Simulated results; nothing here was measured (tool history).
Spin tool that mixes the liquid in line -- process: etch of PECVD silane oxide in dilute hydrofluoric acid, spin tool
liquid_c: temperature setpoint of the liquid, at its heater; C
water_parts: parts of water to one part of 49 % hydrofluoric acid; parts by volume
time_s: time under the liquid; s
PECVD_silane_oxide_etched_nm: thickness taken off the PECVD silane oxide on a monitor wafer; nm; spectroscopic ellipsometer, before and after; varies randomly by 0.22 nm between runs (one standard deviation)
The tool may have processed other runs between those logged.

{"run": 1, "day": 0.0, "liquid_c": 25.0, "water_parts": 240, "time_s": 190, "PECVD_silane_oxide_etched_nm": 27.436}
{"run": 2, "day": 0.3, "liquid_c": 25.0, "water_parts": 240, "time_s": 205, "PECVD_silane_oxide_etched_nm": 29.842}
{"run": 3, "day": 0.338, "liquid_c": 26.0, "water_parts": 240, "time_s": 205, "PECVD_silane_oxide_etched_nm": 30.893}
{"run": 4, "day": 0.371, "liquid_c": 27.0, "water_parts": 240, "time_s": 205, "PECVD_silane_oxide_etched_nm": 32.164}
{"run": 5, "day": 0.425, "liquid_c": 27.0, "water_parts": 285, "time_s": 205, "PECVD_silane_oxide_etched_nm": 25.648}
{"run": 6, "day": 0.612, "liquid_c": 27.5, "water_parts": 280, "time_s": 205, "PECVD_silane_oxide_etched_nm": 26.763}
{"day": 0.892, "done": "thermometer replaced"}
{"run": 7, "day": 0.892, "liquid_c": 28.0, "water_parts": 275, "time_s": 205, "PECVD_silane_oxide_etched_nm": 26.891}
{"run": 8, "day": 1.154, "liquid_c": 28.5, "water_parts": 270, "time_s": 205, "PECVD_silane_oxide_etched_nm": 27.973}
{"run": 9, "day": 1.321, "liquid_c": 29.0, "water_parts": 265, "time_s": 205, "PECVD_silane_oxide_etched_nm": 29.179}

Predict the results of run 10:
{"run": 10, "day": 1.625, "liquid_c": 29.5, "water_parts": 260, "time_s": 205, "PECVD_silane_oxide_etched_nm": "?"}

PECVD_silane_oxide_etched_nm: 30.430 nm

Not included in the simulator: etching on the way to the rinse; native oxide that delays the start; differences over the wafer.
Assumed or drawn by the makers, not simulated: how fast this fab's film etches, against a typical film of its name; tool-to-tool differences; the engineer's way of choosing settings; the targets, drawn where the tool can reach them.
